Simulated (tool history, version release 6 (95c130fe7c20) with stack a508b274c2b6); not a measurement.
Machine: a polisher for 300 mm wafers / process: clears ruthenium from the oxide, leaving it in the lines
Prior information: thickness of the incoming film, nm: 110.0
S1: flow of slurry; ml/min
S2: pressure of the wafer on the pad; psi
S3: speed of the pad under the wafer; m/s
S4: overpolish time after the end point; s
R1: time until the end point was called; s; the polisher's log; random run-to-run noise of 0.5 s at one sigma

run 1 hour=0 | S1=285 S2=2.6 S3=1.28 S4=38 | R1=47.894
run 2 hour=1 | S1=285 S2=2.6 S3=1 S4=38 | R1=58.092
run 3 hour=7.7 | S1=285 S2=2.9 S3=1 S4=38 | R1=51.827
run 4 hour=11.2 | S1=255 S2=2.9 S3=1 S4=38 | R1=54.274
run 5 hour=18.1 | S1=275 S2=3.2 S3=1.1 S4=38 | R1=45.177
run 6 hour=22.1 | S1=220 S2=3.2 S3=1.1 S4=38 | R1=44.719
run 7 hour=28.8 | S1=220 S2=3.4 S3=1.2 S4=38 | R1=39.466

Predict the results of run 8:
run 8 hour=35.6 | S1=220 S2=3.6 S3=1.28 S4=38 | R1=?

Run 8 came out at R1 34.555 s.
